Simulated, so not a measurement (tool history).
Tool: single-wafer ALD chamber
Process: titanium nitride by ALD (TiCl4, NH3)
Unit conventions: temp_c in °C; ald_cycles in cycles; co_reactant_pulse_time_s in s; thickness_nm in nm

Run 1, day 0.000: temp_c 395 °C, ald_cycles 113 cycles, co_reactant_pulse_time_s 1.64 s. Result: thickness_nm 2.4445 nm.
Run 2, day 0.188: temp_c 403 °C, ald_cycles 113 cycles, co_reactant_pulse_time_s 1.64 s. Result: thickness_nm 2.4373 nm.
Run 3, day 0.242: temp_c 403 °C, ald_cycles 113 cycles, co_reactant_pulse_time_s 1.64 s. Result: thickness_nm 2.4517 nm.
Run 4, day 0.521: temp_c 403 °C, ald_cycles 113 cycles, co_reactant_pulse_time_s 1.64 s. Result: thickness_nm 2.4596 nm.
Run 5, day 0.729: temp_c 403 °C, ald_cycles 113 cycles, co_reactant_pulse_time_s 1.20 s. Result: thickness_nm 2.4255 nm.
Run 6, day 1.004: temp_c 403 °C, ald_cycles 113 cycles, co_reactant_pulse_time_s 0.91 s. Result: thickness_nm 2.3888 nm.
Run 7, day 1.312: temp_c 403 °C, ald_cycles 113 cycles, co_reactant_pulse_time_s 0.91 s. Result: thickness_nm 2.3931 nm.
Run 8, day 1.467: temp_c 397 °C, ald_cycles 112 cycles, co_reactant_pulse_time_s 0.83 s. Result: thickness_nm 2.3227 nm.

The next listed run, before its measurement:
Run 9, day 1.671: temp_c 397 °C, ald_cycles 112 cycles, co_reactant_pulse_time_s 0.83 s. Result: thickness_nm ?.

thickness_nm: 2.3627 nm
